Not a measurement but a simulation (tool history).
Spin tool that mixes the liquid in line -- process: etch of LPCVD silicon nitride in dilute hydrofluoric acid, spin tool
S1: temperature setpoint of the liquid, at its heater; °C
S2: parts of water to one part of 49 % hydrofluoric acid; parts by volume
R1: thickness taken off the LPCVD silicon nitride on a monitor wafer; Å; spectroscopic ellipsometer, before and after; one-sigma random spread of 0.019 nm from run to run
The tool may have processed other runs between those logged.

Run 1, hour 0: S1 25 °C, S2 65 parts by volume, time under the liquid (s) 90. Result: R1 7.3464 Å.
Run 2, hour 7.4: S1 25 °C, S2 65 parts by volume, time under the liquid (s) 70. Result: R1 5.4627 Å.
Run 3, hour 9.1: S1 25 °C, S2 75 parts by volume, time under the liquid (s) 70. Result: R1 4.7214 Å.
Run 4, hour 15.3: S1 25 °C, S2 75 parts by volume, time under the liquid (s) 70. Result: R1 4.7266 Å.
Run 5, hour 17.9: S1 21.5 °C, S2 75 parts by volume, time under the liquid (s) 70. Result: R1 3.7986 Å.
Run 6, hour 25.3: S1 21.5 °C, S2 60 parts by volume, time under the liquid (s) 70. Result: R1 4.5346 Å.
Run 7, hour 32: S1 24 °C, S2 60 parts by volume, time under the liquid (s) 70. Result: R1 5.5895 Å.
Run 8, hour 38.1: S1 26 °C, S2 60 parts by volume, time under the liquid (s) 70. Result: R1 6.3714 Å.

The next listed run, before its measurement:
Run 9, hour 43.9: S1 27.5 °C, S2 60 parts by volume, time under the liquid (s) 70. Result: R1 ?.

{"run 9": {"R1": 6.9446}}
